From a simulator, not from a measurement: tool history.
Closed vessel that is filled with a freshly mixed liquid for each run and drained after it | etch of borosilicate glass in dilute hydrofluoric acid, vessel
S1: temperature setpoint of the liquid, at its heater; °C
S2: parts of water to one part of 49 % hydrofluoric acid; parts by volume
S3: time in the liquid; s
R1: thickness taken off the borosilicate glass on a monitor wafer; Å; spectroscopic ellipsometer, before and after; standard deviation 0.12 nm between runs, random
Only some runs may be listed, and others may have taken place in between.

| run | hour | S1 | S2 | S3 | R1 |
|---|---|---|---|---|---|
| 1 | 0.0 | 24 | 125 | 90 | 102.940 |
| 2 | 8.4 | 21 | 125 | 90 | 91.561 |
| 3 | 11.8 | 21 | 105 | 90 | 110.170 |
| 4 | 12.5 | 22 | 105 | 90 | 114.950 |
| 5 | 16.2 | 22 | 80 | 90 | 155.350 |
| 6 | 22.7 | 22 | 105 | 90 | 114.290 |
| 7 | 29.8 | 23 | 105 | 90 | 119.990 |
| 8 | 34.7 | 24 | 105 | 90 | 125.210 |

Predict the results of run 9:
| 9 | 39.2 | 28 | 100 | 90 | ? |

R1: 154.410 Å
